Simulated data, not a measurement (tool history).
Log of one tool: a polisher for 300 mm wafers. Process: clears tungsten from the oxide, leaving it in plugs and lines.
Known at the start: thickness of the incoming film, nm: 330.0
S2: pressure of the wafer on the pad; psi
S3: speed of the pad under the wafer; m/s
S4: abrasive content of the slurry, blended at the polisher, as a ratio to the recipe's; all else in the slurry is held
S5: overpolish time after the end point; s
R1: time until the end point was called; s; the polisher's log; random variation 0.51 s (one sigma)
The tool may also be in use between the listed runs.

Run 1, hour 0.0: flow of slurry (ml/min) 165, S2 2.9 psi, S3 1.26 m/s, S4 1.0, S5 13 s. Result: R1 70.670 s.
Run 2, hour 5.2: flow of slurry (ml/min) 165, S2 2.9 psi, S3 1.26 m/s, S4 1.0, S5 13 s. Result: R1 71.005 s.
Run 3, hour 12.1: flow of slurry (ml/min) 140, S2 2.9 psi, S3 1.26 m/s, S4 1.0, S5 13 s. Result: R1 72.409 s.
Run 4, hour 13.0: flow of slurry (ml/min) 140, S2 2.9 psi, S3 1.26 m/s, S4 1.1, S5 13 s. Result: R1 70.533 s.
Run 5, hour 17.6: flow of slurry (ml/min) 140, S2 3.2 psi, S3 1.26 m/s, S4 1.1, S5 13 s. Result: R1 66.039 s.
Run 6, hour 20.4: flow of slurry (ml/min) 140, S2 3.8 psi, S3 1.26 m/s, S4 1.1, S5 13 s. Result: R1 57.481 s.

Forecast run 7:
Run 7, hour 22.7: flow of slurry (ml/min) 145, S2 3.9 psi, S3 1.26 m/s, S4 1.1, S5 13 s. Result: R1 ?.

{"run 7": {"R1": 55.801}}
